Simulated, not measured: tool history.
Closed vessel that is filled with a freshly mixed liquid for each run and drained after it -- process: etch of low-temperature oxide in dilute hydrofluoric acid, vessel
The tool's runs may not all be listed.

| run | hour | temperature setpoint of the liquid (K) | parts of water to one part of 49 % hydrofluoric acid (parts by volume) | time in the liquid (s) | thickness taken off the low-temperature oxide on a monitor wafer (nm) |
|---|---|---|---|---|---|
| 1 | 0 | 294.15 | 155 | 120 | 7.6751 |
| 2 | 5.4 | 296.15 | 120 | 120 | 11.062 |
| 3 | 12.3 | 296.15 | 100 | 120 | 13.53 |
| 4 | 20.1 | 296.15 | 100 | 120 | 13.402 |
| 5 | 22.2 | 297.65 | 85 | 120 | 17.218 |
| 6 | 25.1 | 298.65 | 80 | 120 | 19.179 |
| 7 | 33.8 | 299.65 | 75 | 120 | 21.533 |
| 8 | 38.9 | 300.15 | 75 | 120 | 22.025 |
| 9 | 43.3 | 302.15 | 55 | 120 | 33.21 |
| 10 | 47.4 | 301.65 | 55 | 120 | 32.746 |

Run 11 has not been measured yet. What should we expect?
| 11 | 51.8 | 301.15 | 55 | 120 | ? |

thickness taken off the low-temperature oxide on a monitor wafer (nm): 31.456
